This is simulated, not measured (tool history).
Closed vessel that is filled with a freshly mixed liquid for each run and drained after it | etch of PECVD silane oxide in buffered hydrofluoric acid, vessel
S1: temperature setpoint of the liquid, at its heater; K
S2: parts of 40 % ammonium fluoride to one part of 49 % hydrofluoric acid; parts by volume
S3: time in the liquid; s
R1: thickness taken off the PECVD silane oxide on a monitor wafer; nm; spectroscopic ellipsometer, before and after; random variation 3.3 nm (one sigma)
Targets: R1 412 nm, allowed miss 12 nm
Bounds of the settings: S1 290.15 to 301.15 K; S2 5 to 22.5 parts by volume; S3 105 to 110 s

Run 1, day 0: S1 293.15 K, S2 13.5 parts by volume, S3 105 s. Result: R1 240.8 nm.
Run 2, day 0.367: S1 295.15 K, S2 13 parts by volume, S3 105 s. Result: R1 279.52 nm.
Run 3, day 0.483: S1 295.15 K, S2 13 parts by volume, S3 105 s. Result: R1 277.21 nm.
Run 4, day 0.529: S1 292.15 K, S2 13 parts by volume, S3 105 s. Result: R1 238.07 nm.
Run 5, day 0.775: S1 294.15 K, S2 12.5 parts by volume, S3 105 s. Result: R1 275.97 nm.
Run 6, day 0.812: S1 294.15 K, S2 9.5 parts by volume, S3 105 s. Result: R1 352.47 nm.
Run 7, day 1.175: S1 294.65 K, S2 9.5 parts by volume, S3 105 s. Result: R1 358.02 nm.
Run 8, day 1.4: S1 295.15 K, S2 9.5 parts by volume, S3 105 s. Result: R1 378.46 nm.

5 next moves are on the table. One of them brings every result within its allowed miss. Which?
Run A, day 1.625: S1 300.15 K, S2 14 parts by volume, S3 105 s. Result: R1 ?.
Run B, day 1.625: S1 294.65 K, S2 10.5 parts by volume, S3 105 s. Result: R1 ?.
Run C, day 1.625: S1 295.65 K, S2 11 parts by volume, S3 105 s. Result: R1 ?.
Run D, day 1.625: S1 290.65 K, S2 7 parts by volume, S3 110 s. Result: R1 ?.
Run E, day 1.625: S1 295.15 K, S2 10 parts by volume, S3 110 s. Result: R1 ?.

move      R1
   A  341.89
   B  334.17
   C  337.78
   D  410.08
   E  377.58
A: further off than the last run
B: further off than the last run
C: further off than the last run
D: meets every target
E: as far off as the last run
Move D is the one to make.

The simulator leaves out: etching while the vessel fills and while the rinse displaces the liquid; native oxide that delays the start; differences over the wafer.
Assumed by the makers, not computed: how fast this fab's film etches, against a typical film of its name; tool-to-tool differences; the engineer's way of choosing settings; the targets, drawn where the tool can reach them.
